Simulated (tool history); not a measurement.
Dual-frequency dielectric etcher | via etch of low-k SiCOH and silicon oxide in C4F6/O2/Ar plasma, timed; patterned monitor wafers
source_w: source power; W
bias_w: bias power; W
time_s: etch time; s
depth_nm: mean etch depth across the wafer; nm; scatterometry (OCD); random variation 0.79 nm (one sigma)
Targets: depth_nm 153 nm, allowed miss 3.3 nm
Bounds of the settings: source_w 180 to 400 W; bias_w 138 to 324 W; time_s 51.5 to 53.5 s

run   hour  source_w  bias_w  time_s  depth_nm
  1      0       290     231    51.5    130.02
  2    5.5       300     235    51.5    132.71
  3   13.2       300     250    51.5    134.97
  4   21.9       300     250    51.5    135.29
  5   25.9       300     250    51.5    135.02
  6   32.6       310     252    51.5    137.42
  7   35.3       320     254    51.5    139.26
  8   36.9       330     256    51.5    141.56
  9   44.1       330     256    51.5    141.21
 10   48.2       340     258    51.5    142.16
 11   55.4       350     261    51.5    145.01
 12   62.2       350     262    51.5     144.1
 13   66.4       350     265    51.5     146.5
 14   74.5       350     266    51.5    145.34
 15   80.5       350     268    51.5    146.51
 16   85.5       350     269    51.5    144.89
 17   87.9       350     271    51.5    145.75
 18   91.2       350     272    51.5    147.52
 19   93.5       350     273    51.5    147.42
 20   95.1       350     274    51.5    146.83
 21     97       350     275    51.5    146.75
 22  102.8       350     276    51.5    147.98

Which of these 5 next moves meets every target?
  A  108.6       380     226    53.5         ?
  B  108.6       340     262      52         ?
  C  108.6       390     300      52         ?
  D  108.6       350     257      52         ?
  E  108.6       380     269      53         ?

move  depth_nm
   A    144.93
   B    145.89
   C    160.34
   D    145.76
   E    154.84
A: further off than the last run
B: further off than the last run
C: takes the result that was furthest off past its target
D: further off than the last run
E: meets every target
Move E is the one to make.
